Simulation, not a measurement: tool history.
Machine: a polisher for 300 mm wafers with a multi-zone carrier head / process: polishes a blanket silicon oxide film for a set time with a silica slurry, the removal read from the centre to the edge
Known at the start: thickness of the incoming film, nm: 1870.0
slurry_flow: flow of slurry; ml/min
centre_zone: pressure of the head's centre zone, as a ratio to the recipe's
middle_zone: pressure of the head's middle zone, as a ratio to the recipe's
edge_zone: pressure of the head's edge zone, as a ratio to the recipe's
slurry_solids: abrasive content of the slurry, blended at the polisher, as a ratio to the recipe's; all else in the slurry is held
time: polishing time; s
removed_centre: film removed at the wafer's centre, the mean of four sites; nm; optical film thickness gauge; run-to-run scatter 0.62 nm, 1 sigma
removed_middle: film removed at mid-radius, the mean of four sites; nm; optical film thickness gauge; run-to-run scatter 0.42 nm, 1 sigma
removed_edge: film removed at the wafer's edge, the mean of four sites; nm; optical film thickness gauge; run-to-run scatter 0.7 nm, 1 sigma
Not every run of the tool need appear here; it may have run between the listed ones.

run 1 hour=0 | slurry_flow=185 centre_zone=1 middle_zone=1 edge_zone=1 slurry_solids=1 time=30 | removed_centre=91.088 removed_middle=99.892 removed_edge=99.464
run 2 hour=3.5 | slurry_flow=180 centre_zone=0.98 middle_zone=0.98 edge_zone=0.98 slurry_solids=0.9 time=30 | removed_centre=85.101 removed_middle=93.766 removed_edge=92.234
run 3 hour=10.5 | slurry_flow=180 centre_zone=0.98 middle_zone=0.98 edge_zone=0.98 slurry_solids=0.9 time=27 | removed_centre=76.333 removed_middle=85.295 removed_edge=82.817
run 4 hour=19.1 | slurry_flow=175 centre_zone=0.96 middle_zone=0.95 edge_zone=0.97 slurry_solids=0.85 time=27 | removed_centre=72.463 removed_middle=80.747 removed_edge=81.572
run 5 hour=27.6 | slurry_flow=170 centre_zone=0.95 middle_zone=0.94 edge_zone=0.95 slurry_solids=0.8 time=27 | removed_centre=70.869 removed_middle=76.751 removed_edge=78.805
run 6 hour=32.4 | slurry_flow=190 centre_zone=0.95 middle_zone=0.94 edge_zone=0.95 slurry_solids=0.8 time=27 | removed_centre=70.411 removed_middle=77.626 removed_edge=78.308
run 7 hour=33.8 | slurry_flow=190 centre_zone=0.93 middle_zone=0.93 edge_zone=0.94 slurry_solids=0.8 time=27 | removed_centre=69.567 removed_middle=78.475 removed_edge=79.379
run 8 hour=39 | slurry_flow=185 centre_zone=0.92 middle_zone=0.92 edge_zone=0.93 slurry_solids=0.75 time=27 | removed_centre=65.085 removed_middle=75.608 removed_edge=76.924
run 9 hour=45.8 | slurry_flow=135 centre_zone=0.93 middle_zone=0.85 edge_zone=0.83 slurry_solids=0.7 time=27 | removed_centre=60.652 removed_middle=63.859 removed_edge=66.714

Run 10 is up next; what results do you expect?
run 10 hour=46.3 | slurry_flow=140 centre_zone=0.92 middle_zone=0.85 edge_zone=0.83 slurry_solids=0.7 time=27 | removed_centre=? removed_middle=? removed_edge=?

Run 10 came out at removed_centre 61.206 nm, removed_middle 63.913 nm, removed_edge 67.062 nm.
